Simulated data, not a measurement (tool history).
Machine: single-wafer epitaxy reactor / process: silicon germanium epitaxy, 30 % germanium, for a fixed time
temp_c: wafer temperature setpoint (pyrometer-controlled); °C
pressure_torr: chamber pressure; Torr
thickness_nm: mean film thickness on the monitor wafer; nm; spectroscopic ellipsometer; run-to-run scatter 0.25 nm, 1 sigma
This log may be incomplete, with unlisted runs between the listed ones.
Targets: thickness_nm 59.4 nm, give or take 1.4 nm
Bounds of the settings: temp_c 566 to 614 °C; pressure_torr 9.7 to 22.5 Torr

Run 1, hour 0: temp_c 590 °C, pressure_torr 16.1 Torr. Result: thickness_nm 48.229 nm.
Run 2, hour 5.3: temp_c 590 °C, pressure_torr 17.4 Torr. Result: thickness_nm 49.546 nm.
Run 3, hour 9.9: temp_c 590 °C, pressure_torr 18.9 Torr. Result: thickness_nm 50.733 nm.
Run 4, hour 18.1: temp_c 584 °C, pressure_torr 18.9 Torr. Result: thickness_nm 45.881 nm.
At hour 24.2: pyrometer calibrated.
Run 5, hour 24.2: temp_c 584 °C, pressure_torr 19.9 Torr. Result: thickness_nm 44.581 nm.
Run 6, hour 26.1: temp_c 586 °C, pressure_torr 20 Torr. Result: thickness_nm 46.379 nm.
Run 7, hour 34.8: temp_c 588 °C, pressure_torr 20 Torr. Result: thickness_nm 48.304 nm.
Run 8, hour 39.6: temp_c 590 °C, pressure_torr 20 Torr. Result: thickness_nm 49.299 nm.

Which one of the following 4 next-run settings gets every result inside its allowed miss? There is exactly one.
Run A, hour 44.4: temp_c 584 °C, pressure_torr 21.5 Torr. Result: thickness_nm ?.
Run B, hour 44.4: temp_c 596 °C, pressure_torr 19.7 Torr. Result: thickness_nm ?.
Run C, hour 44.4: temp_c 601 °C, pressure_torr 20.1 Torr. Result: thickness_nm ?.
Run D, hour 44.4: temp_c 593 °C, pressure_torr 21 Torr. Result: thickness_nm ?.

move  thickness_nm
   A        45.907
   B        54.327
   C        59.293
   D         52.84
A: misses by more than the last run did
B: nearer the targets than the last run, but a result is still out of spec
C: in spec on every target
D: nearer the targets than the last run, but a result is still out of spec
C is the move that brings every result within its allowed miss.
